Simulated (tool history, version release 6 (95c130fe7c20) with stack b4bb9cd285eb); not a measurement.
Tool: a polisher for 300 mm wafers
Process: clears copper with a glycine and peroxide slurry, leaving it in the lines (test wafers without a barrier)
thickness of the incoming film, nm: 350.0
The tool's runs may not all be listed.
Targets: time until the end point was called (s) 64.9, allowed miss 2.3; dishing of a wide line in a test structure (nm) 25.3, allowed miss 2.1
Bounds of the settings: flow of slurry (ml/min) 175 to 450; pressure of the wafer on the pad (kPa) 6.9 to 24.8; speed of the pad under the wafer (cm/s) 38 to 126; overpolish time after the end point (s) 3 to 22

run,hour,flow of slurry (ml/min),pressure of the wafer on the pad (kPa),speed of the pad under the wafer (cm/s),overpolish time after the end point (s),time until the end point was called (s),dishing of a wide line in a test structure (nm)
1,0,290,15.9,82,11,108.83,27.046
2,1,290,15.9,92,11,101.43,28.822
3,2.9,290,18.6,94,9,87.328,26.79
4,10.4,290,18.6,80,9,97.755,25.027
5,13.8,295,20.7,84,8,87.072,25.273
6,15,295,22.1,84,8,82.756,27.065
7,21.5,295,22.8,90,7,76.464,25.334
8,27.7,295,23.4,94,7,73.408,26.576
9,33.1,295,24.1,98,6,68.188,23.907

Which of these 4 next moves meets every target?
A,38.5,300,24.1,94,6,?,?
B,38.5,275,24.8,102,6,?,?
C,38.5,265,20.7,112,8,?,?
D,38.5,305,22.1,116,8,?,?

move,time until the end point was called (s),dishing of a wide line in a test structure (nm)
A,70.553,23.608
B,65.474,25.332
C,71.645,30.351
D,65.111,33.19
A: further off than the last run
B: meets every target
C: further off than the last run
D: brings the result that was furthest off to its target, and leaves another outside
The right move is B.
